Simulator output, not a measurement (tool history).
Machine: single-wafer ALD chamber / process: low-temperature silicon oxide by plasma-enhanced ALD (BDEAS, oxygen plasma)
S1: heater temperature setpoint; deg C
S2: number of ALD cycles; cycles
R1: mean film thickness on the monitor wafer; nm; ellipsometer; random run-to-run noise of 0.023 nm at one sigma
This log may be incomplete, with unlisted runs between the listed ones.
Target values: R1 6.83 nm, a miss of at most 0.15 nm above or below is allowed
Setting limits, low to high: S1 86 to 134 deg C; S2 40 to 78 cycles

Run 1, hour 0: S1 110 deg C, S2 59 cycles. Result: R1 7.6612 nm.
Run 2, hour 8.1: S1 111 deg C, S2 57 cycles. Result: R1 7.3553 nm.
Run 3, hour 8.9: S1 111 deg C, S2 66 cycles. Result: R1 8.5146 nm.
Run 4, hour 15.4: S1 113 deg C, S2 62 cycles. Result: R1 8.024 nm.
Run 5, hour 19.7: S1 113 deg C, S2 59 cycles. Result: R1 7.6063 nm.
Run 6, hour 25.6: S1 113 deg C, S2 64 cycles. Result: R1 8.2779 nm.
Run 7, hour 30.3: S1 113 deg C, S2 61 cycles. Result: R1 7.8707 nm.
Run 8, hour 34.9: S1 113 deg C, S2 58 cycles. Result: R1 7.4926 nm.
Run 9, hour 39.7: S1 113 deg C, S2 58 cycles. Result: R1 7.4428 nm.
Run 10, hour 46: S1 114 deg C, S2 57 cycles. Result: R1 7.3023 nm.

Which one of the following 5 next-run settings gets every result inside its allowed miss? There is exactly one.
Run A, hour 52.3: S1 109 deg C, S2 57 cycles. Result: R1 ?.
Run B, hour 52.3: S1 126 deg C, S2 51 cycles. Result: R1 ?.
Run C, hour 52.3: S1 119 deg C, S2 54 cycles. Result: R1 ?.
Run D, hour 52.3: S1 112 deg C, S2 51 cycles. Result: R1 ?.
Run E, hour 52.3: S1 111 deg C, S2 50 cycles. Result: R1 ?.

move      R1
   A  7.4024
   B  6.3878
   C  6.8662
   D  6.5817
   E  6.4662
A: further off than the last run
B: takes the result that was furthest off past its target
C: in spec on every target
D: takes the result that was furthest off past its target
E: takes the result that was furthest off past its target
C meets every target.
